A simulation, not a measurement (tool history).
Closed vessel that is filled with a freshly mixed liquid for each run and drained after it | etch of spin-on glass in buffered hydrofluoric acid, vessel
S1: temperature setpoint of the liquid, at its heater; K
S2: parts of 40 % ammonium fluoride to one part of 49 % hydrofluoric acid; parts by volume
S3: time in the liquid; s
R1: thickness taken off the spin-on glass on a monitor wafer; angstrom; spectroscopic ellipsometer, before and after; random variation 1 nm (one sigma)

run	hour	S1	S2	S3	R1
1	0.0	296.15	11.0	100	4155.8
2	7.3	296.15	9.0	100	4867.0
3	13.3	295.15	9.5	100	4442.0
4	19.3	295.15	6.5	100	6461.5
5	23.7	294.65	7.0	100	5863.8
6	29.9	294.65	6.0	100	6734.4
7	35.5	290.65	9.5	100	3487.8

The next listed run, before its measurement:
8	41.5	290.15	10.5	100	?

R1: 3101.8 angstrom
